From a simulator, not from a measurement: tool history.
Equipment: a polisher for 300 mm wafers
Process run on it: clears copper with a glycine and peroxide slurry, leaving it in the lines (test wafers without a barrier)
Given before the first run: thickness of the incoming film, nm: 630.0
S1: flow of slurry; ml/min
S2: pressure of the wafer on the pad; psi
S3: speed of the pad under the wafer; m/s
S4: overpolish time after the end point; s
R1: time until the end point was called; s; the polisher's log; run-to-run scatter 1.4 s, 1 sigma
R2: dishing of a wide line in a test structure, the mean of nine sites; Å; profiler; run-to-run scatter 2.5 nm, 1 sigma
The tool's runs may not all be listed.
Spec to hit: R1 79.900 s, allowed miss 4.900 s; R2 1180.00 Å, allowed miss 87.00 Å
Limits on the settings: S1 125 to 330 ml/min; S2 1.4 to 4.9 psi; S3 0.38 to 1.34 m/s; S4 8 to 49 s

| run | day | S1 | S2 | S3 | S4 | R1 | R2 |
|---|---|---|---|---|---|---|---|
| 1 | 0.000 | 210 | 3.1 | 0.86 | 25 | 110.730 | 830.04 |
| 2 | 0.050 | 210 | 3.1 | 0.86 | 17 | 109.260 | 627.88 |
| 3 | 0.171 | 210 | 3.3 | 0.86 | 19 | 107.080 | 696.52 |
| 4 | 0.542 | 210 | 3.5 | 0.86 | 20 | 103.040 | 697.86 |
| 5 | 0.625 | 175 | 3.5 | 0.86 | 20 | 111.050 | 702.61 |
| 6 | 0.771 | 180 | 3.6 | 0.88 | 22 | 101.980 | 755.90 |
| 7 | 0.971 | 180 | 3.6 | 0.88 | 22 | 102.740 | 782.79 |
| 8 | 1.271 | 185 | 3.7 | 0.88 | 23 | 100.300 | 807.73 |
| 9 | 1.633 | 190 | 3.8 | 0.88 | 24 | 97.564 | 871.41 |
| 10 | 1.804 | 195 | 3.9 | 0.88 | 25 | 95.428 | 871.79 |
| 11 | 2.175 | 200 | 4.0 | 0.88 | 26 | 94.185 | 928.72 |
| 12 | 2.508 | 200 | 4.1 | 0.88 | 27 | 91.139 | 958.88 |
| 13 | 2.692 | 205 | 4.2 | 0.88 | 28 | 91.429 | 984.80 |
| 14 | 2.750 | 205 | 4.3 | 0.88 | 29 | 88.531 | 973.66 |
|  | 2.829 | slurry nozzle cleaned |
| 15 | 2.829 | 205 | 4.3 | 0.88 | 30 | 80.408 | 1057.60 |
| 16 | 2.883 | 200 | 4.3 | 0.88 | 30 | 84.404 | 1084.10 |
| 17 | 3.058 | 200 | 4.4 | 0.88 | 31 | 78.625 | 1092.80 |

Pick the move, out of 5, that brings all results within their allowed miss; only one does.
| A | 3.233 | 175 | 4.9 | 1.02 | 21 | ? | ? |
| B | 3.233 | 185 | 4.9 | 0.94 | 25 | ? | ? |
| C | 3.233 | 210 | 4.9 | 0.96 | 36 | ? | ? |
| D | 3.233 | 130 | 4.6 | 1.18 | 23 | ? | ? |
| E | 3.233 | 235 | 4.4 | 0.84 | 36 | ? | ? |

| move | R1 | R2 |
|---|---|---|
| A | 67.222 | 962.71 |
| B | 71.002 | 1027.80 |
| C | 68.538 | 1210.30 |
| D | 66.524 | 1005.20 |
| E | 80.551 | 1148.50 |
A: moves away from the targets compared with the last run
B: moves away from the targets compared with the last run
C: brings the result that was furthest off to its target, and leaves another outside
D: moves away from the targets compared with the last run
E: hits every target within its allowed miss
E meets every target.
